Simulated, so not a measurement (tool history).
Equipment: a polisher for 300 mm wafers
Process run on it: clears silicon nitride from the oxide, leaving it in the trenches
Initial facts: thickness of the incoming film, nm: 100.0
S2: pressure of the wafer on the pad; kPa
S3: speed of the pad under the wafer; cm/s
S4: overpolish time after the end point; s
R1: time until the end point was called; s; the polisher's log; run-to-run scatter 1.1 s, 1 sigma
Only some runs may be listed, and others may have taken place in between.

{"run": 1, "hour": 0.0, "flow of slurry (ml/min)": 170, "S2": 23.4, "S3": 120, "S4": 22, "R1": 77.519}
{"run": 2, "hour": 2.0, "flow of slurry (ml/min)": 170, "S2": 23.4, "S3": 96, "S4": 22, "R1": 95.853}
{"run": 3, "hour": 5.6, "flow of slurry (ml/min)": 145, "S2": 23.4, "S3": 96, "S4": 22, "R1": 94.146}
{"run": 4, "hour": 9.3, "flow of slurry (ml/min)": 145, "S2": 27.6, "S3": 96, "S4": 22, "R1": 84.869}
{"run": 5, "hour": 17.1, "flow of slurry (ml/min)": 145, "S2": 32.4, "S3": 96, "S4": 22, "R1": 70.771}
{"run": 6, "hour": 19.9, "flow of slurry (ml/min)": 145, "S2": 33.1, "S3": 98, "S4": 22, "R1": 67.94}

What will run 7 give?
{"run": 7, "hour": 27.0, "flow of slurry (ml/min)": 145, "S2": 33.8, "S3": 100, "S4": 22, "R1": "?"}

Logged for run 7: R1 66.421 s.
